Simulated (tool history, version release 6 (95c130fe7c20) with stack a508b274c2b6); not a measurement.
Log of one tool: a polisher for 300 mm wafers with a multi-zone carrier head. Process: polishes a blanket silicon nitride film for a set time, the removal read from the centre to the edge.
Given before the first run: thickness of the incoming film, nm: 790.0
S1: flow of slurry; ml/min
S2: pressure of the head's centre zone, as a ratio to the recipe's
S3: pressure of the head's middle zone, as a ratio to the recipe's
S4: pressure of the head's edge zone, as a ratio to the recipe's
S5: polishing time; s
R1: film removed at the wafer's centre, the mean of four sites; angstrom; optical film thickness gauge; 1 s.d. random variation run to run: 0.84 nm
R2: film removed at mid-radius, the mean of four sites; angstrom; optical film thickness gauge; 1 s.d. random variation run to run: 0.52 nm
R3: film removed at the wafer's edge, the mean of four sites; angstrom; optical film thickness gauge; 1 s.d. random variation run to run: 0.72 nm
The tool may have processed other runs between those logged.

run  hour   S1    S2    S3    S4  S5      R1      R2      R3
  1   0.0  230  1.00  1.00  1.00  69  974.40  918.89  927.33
  2   2.8  215  0.94  0.99  0.98  62  792.73  823.36  836.89
  3   8.0  215  1.03  0.99  0.98  62  868.90  823.37  829.96
  4  12.8  215  1.03  0.95  0.98  62  901.48  794.62  830.74
  5  21.4  210  0.98  0.95  0.95  57  756.49  727.76  747.89
  6  22.0  205  0.94  0.94  0.91  56  740.83  704.92  747.94
  7  27.6  200  0.92  0.96  0.91  53  657.92  684.98  685.77

Run 8 is up next; what results do you expect?
  8  30.0  200  0.92  0.96  0.91  53   ?   ?   ?

Run 8 yielded R1 664.33 angstrom, R2 684.16 angstrom, R3 683.97 angstrom.
